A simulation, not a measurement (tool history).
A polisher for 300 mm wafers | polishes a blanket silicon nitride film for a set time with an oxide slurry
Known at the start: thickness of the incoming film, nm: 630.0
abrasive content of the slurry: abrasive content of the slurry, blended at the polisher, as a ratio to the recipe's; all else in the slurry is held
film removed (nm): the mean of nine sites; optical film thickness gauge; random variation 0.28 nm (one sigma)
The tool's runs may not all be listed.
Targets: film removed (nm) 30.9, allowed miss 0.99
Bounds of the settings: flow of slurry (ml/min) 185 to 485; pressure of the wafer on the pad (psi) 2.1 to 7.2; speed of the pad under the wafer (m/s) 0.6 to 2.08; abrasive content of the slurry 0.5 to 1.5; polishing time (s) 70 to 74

run	hour	flow of slurry (ml/min)	pressure of the wafer on the pad (psi)	speed of the pad under the wafer (m/s)	abrasive content of the slurry	polishing time (s)	film removed (nm)
1	0	310	4.6	1.34	1	70	68.449
2	5.4	310	4.6	1.34	1.05	70	67.451
3	9.6	310	4.6	1.34	0.9	70	65.762
4	18.1	310	4.2	1.28	0.9	70	58.35
5	26.2	310	4.9	1.28	0.9	70	66.421
6	29.3	310	4.9	1.28	1	70	68.756
7	30.2	310	4.5	1.22	1	70	61.839
8	31.4	310	4.1	1.16	1	70	54.004
9	31.9	310	3.8	1.12	1	70	49.446
10	32.9	310	3.5	1.1	1	70	46.237
11	33.5	310	3.3	1.08	1	70	44.19
12	38.1	310	3.1	1.06	1	70	40.332
13	44.6	310	2.9	1.06	1	70	38.899
14	46.2	310	2.8	1.04	1	70	36.959
15	53.1	310	2.8	1.04	1	70	36.982
16	61	310	2.8	1.04	1	70	36.631
17	61.9	310	2.7	1.04	1	70	35.804
18	62.7	310	2.6	1.04	1	70	34.891
19	63.8	310	2.5	1.04	1	70	33.476

5 next moves are on the table. One of them brings every result within its allowed miss. Which?
A	64.9	340	2.3	1.36	0.8	72	?
B	64.9	310	2.6	1.06	0.95	74	?
C	64.9	290	2.4	0.94	1.1	70	?
D	64.9	445	2.3	1.12	1.05	71	?
E	64.9	360	3	1	0.95	70	?

move	film removed (nm)
A	37.241
B	36.615
C	31.044
D	35.403
E	37.586
A: further off than the last run
B: further off than the last run
C: meets every target
D: further off than the last run
E: further off than the last run
Move C is the one to make.
